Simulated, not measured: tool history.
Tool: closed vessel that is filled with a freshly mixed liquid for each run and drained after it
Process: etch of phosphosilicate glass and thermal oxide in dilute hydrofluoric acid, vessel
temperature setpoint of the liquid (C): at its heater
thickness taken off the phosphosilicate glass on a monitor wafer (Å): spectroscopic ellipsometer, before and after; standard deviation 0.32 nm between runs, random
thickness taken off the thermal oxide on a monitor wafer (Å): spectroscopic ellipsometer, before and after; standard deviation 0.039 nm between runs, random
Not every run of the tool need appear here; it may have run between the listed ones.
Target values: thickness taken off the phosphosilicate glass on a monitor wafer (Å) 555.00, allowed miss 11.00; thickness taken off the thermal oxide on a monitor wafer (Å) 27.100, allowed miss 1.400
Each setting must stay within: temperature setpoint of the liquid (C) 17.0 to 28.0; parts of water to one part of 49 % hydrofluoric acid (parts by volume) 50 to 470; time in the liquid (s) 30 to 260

| run | hour | temperature setpoint of the liquid (C) | parts of water to one part of 49 % hydrofluoric acid (parts by volume) | time in the liquid (s) | thickness taken off the phosphosilicate glass on a monitor wafer (Å) | thickness taken off the thermal oxide on a monitor wafer (Å) |
|---|---|---|---|---|---|---|
| 1 | 0.0 | 20.0 | 260 | 130 | 415.21 | 19.580 |
| 2 | 7.0 | 22.5 | 260 | 130 | 453.26 | 22.034 |
| 3 | 11.2 | 25.5 | 260 | 130 | 504.40 | 24.431 |
| 4 | 19.7 | 25.5 | 305 | 130 | 409.00 | 19.542 |
| 5 | 21.1 | 25.5 | 390 | 130 | 293.23 | 14.518 |
| 6 | 24.0 | 27.0 | 390 | 130 | 307.39 | 14.913 |
| 7 | 31.8 | 27.0 | 390 | 130 | 306.07 | 14.937 |
| 8 | 33.3 | 27.5 | 345 | 130 | 367.97 | 17.977 |
|  | 35.6 | thermometer replaced |
| 9 | 35.6 | 27.5 | 310 | 130 | 392.27 | 19.612 |
| 10 | 37.1 | 26.5 | 275 | 130 | 446.41 | 21.922 |
| 11 | 44.0 | 26.5 | 255 | 130 | 491.40 | 24.461 |
| 12 | 51.7 | 26.0 | 240 | 130 | 518.71 | 25.064 |

4 candidate next runs follow, results not yet known. Just one meets every target within its allowed miss. Identify it.
| A | 59.4 | 28.0 | 315 | 165 | ? | ? |
| B | 59.4 | 23.5 | 250 | 160 | ? | ? |
| C | 59.4 | 26.0 | 245 | 150 | ? | ? |
| D | 59.4 | 22.0 | 225 | 130 | ? | ? |

| move | thickness taken off the phosphosilicate glass on a monitor wafer (Å) | thickness taken off the thermal oxide on a monitor wafer (Å) |
|---|---|---|
| A | 501.44 | 24.712 |
| B | 561.10 | 27.653 |
| C | 589.70 | 29.062 |
| D | 491.68 | 24.232 |
A: further off than the last run
B: meets every target
C: carries the result that was furthest off beyond its target, to the other side
D: further off than the last run
Move B is the one to make.

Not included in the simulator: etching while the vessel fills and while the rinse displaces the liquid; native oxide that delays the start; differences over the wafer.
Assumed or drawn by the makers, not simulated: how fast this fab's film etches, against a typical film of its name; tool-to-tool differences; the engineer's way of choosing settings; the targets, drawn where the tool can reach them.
